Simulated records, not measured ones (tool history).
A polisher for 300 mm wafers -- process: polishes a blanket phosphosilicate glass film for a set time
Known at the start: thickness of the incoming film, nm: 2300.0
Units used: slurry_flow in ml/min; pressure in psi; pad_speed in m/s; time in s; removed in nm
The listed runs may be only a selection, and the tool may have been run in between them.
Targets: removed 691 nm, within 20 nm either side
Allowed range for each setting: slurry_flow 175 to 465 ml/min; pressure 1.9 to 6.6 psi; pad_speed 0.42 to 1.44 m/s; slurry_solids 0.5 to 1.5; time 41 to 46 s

Run 1, hour 0: slurry_flow 295 ml/min, pressure 4.2 psi, pad_speed 0.92 m/s, slurry_solids 1, time 46 s. Result: removed 473.35 nm.
Run 2, hour 2.7: slurry_flow 295 ml/min, pressure 4.2 psi, pad_speed 0.92 m/s, slurry_solids 1.1, time 46 s. Result: removed 496.58 nm.
Run 3, hour 3.5: slurry_flow 295 ml/min, pressure 4.2 psi, pad_speed 0.7 m/s, slurry_solids 1.1, time 46 s. Result: removed 392.41 nm.
Run 4, hour 5.9: slurry_flow 295 ml/min, pressure 4.2 psi, pad_speed 0.92 m/s, slurry_solids 1.1, time 46 s. Result: removed 495.67 nm.
Run 5, hour 12.4: slurry_flow 295 ml/min, pressure 4.2 psi, pad_speed 0.92 m/s, slurry_solids 1.1, time 41 s. Result: removed 440.2 nm.
Run 6, hour 16.9: slurry_flow 295 ml/min, pressure 4.2 psi, pad_speed 0.92 m/s, slurry_solids 1.25, time 41 s. Result: removed 470.72 nm.
Run 7, hour 20.4: slurry_flow 295 ml/min, pressure 4.5 psi, pad_speed 0.92 m/s, slurry_solids 1.25, time 41 s. Result: removed 492.94 nm.
Run 8, hour 24.9: slurry_flow 295 ml/min, pressure 4.5 psi, pad_speed 0.92 m/s, slurry_solids 1.25, time 41 s. Result: removed 491.93 nm.
Run 9, hour 30.4: slurry_flow 295 ml/min, pressure 4.8 psi, pad_speed 0.92 m/s, slurry_solids 1.25, time 41 s. Result: removed 515.98 nm.
Run 10, hour 39.3: slurry_flow 295 ml/min, pressure 5.1 psi, pad_speed 0.92 m/s, slurry_solids 1.25, time 41 s. Result: removed 549.66 nm.
Run 11, hour 40.8: slurry_flow 295 ml/min, pressure 5.3 psi, pad_speed 0.92 m/s, slurry_solids 1.25, time 41 s. Result: removed 561.92 nm.
Run 12, hour 48.6: slurry_flow 295 ml/min, pressure 5.5 psi, pad_speed 0.92 m/s, slurry_solids 1.25, time 41 s. Result: removed 580.53 nm.
Run 13, hour 57.5: slurry_flow 295 ml/min, pressure 5.7 psi, pad_speed 0.92 m/s, slurry_solids 1.25, time 41 s. Result: removed 585.11 nm.
Run 14, hour 63.4: slurry_flow 295 ml/min, pressure 5.9 psi, pad_speed 0.92 m/s, slurry_solids 1.25, time 41 s. Result: removed 618.32 nm.
Run 15, hour 67.9: slurry_flow 295 ml/min, pressure 6 psi, pad_speed 0.92 m/s, slurry_solids 1.25, time 41 s. Result: removed 630.27 nm.
Run 16, hour 74.1: slurry_flow 295 ml/min, pressure 6.1 psi, pad_speed 0.92 m/s, slurry_solids 1.25, time 41 s. Result: removed 624.66 nm.

Which one of the following 5 next-run settings gets every result inside its allowed miss? There is exactly one.
Run A, hour 80.3: slurry_flow 295 ml/min, pressure 6.1 psi, pad_speed 0.92 m/s, slurry_solids 1.35, time 43 s. Result: removed ?.
Run B, hour 80.3: slurry_flow 270 ml/min, pressure 6 psi, pad_speed 0.8 m/s, slurry_solids 1.1, time 44 s. Result: removed ?.
Run C, hour 80.3: slurry_flow 305 ml/min, pressure 6 psi, pad_speed 1.02 m/s, slurry_solids 1.45, time 42 s. Result: removed ?.
Run D, hour 80.3: slurry_flow 270 ml/min, pressure 6.5 psi, pad_speed 0.96 m/s, slurry_solids 1.35, time 43 s. Result: removed ?.
Run E, hour 80.3: slurry_flow 330 ml/min, pressure 4.3 psi, pad_speed 1.16 m/s, slurry_solids 1.25, time 46 s. Result: removed ?.

move  removed
   A   681.33
   B   551.34
   C   738.32
   D    736.2
   E   646.78
A: meets every target
B: further off than the last run
C: pushes the last run's worst result past its target
D: pushes the last run's worst result past its target
E: an improvement on the last run, though not all results are within tolerance
Move A is the one to make.
